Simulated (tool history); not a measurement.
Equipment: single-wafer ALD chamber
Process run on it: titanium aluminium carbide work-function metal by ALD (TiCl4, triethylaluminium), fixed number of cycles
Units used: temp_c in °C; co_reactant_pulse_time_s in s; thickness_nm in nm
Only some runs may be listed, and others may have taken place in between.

run	hour	temp_c	co_reactant_pulse_time_s	thickness_nm
1	0	315	7.35	1.9822
2	4.2	315	5.43	1.8881
3	11	309	5.43	1.849
4	14.2	310	5.46	1.8549
5	17.3	311	5.48	1.8636
6	21.8	312	5.5	1.8764
7	26.6	313	5.51	1.8801

What does the tool deliver on the next run?
8	29.1	314	5.52	?

{"run 8": {"thickness_nm": 1.8918}}
